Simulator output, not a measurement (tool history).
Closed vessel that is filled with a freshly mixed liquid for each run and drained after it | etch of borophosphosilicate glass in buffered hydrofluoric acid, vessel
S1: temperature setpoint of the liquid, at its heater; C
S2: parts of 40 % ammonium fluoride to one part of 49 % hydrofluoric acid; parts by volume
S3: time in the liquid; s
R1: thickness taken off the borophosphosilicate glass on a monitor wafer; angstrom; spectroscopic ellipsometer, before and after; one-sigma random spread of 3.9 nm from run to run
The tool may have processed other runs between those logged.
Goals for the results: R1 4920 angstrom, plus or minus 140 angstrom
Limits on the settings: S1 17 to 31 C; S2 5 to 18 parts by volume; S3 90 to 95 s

run,day,S1,S2,S3,R1
1,0,23,11,90,2628.9
2,0.096,23,11,95,2742.5
3,0.125,21,11,95,2490.7
4,0.225,22,11,95,2604.2
5,0.333,22,8,95,3472.1
6,0.454,24,8,95,3884
7,0.579,24.5,8,95,3953.1
8,0.779,25,8,95,4123.2

Exactly one of the 4 candidate moves below puts every result within its allowed miss. Which one?
A,0.979,24.5,5.5,95,?
B,0.979,26,7.5,90,?
C,0.979,25.5,6.5,95,?
D,0.979,26.5,7,90,?

move,R1
A,5665.7
B,4362
C,5161.7
D,4829.7
A: takes the biggest miss from the last run beyond its target
B: gains on the last run, yet a result remains outside its allowed miss
C: takes the biggest miss from the last run beyond its target
D: all results land within tolerance of their targets
Go with D: it meets all targets.

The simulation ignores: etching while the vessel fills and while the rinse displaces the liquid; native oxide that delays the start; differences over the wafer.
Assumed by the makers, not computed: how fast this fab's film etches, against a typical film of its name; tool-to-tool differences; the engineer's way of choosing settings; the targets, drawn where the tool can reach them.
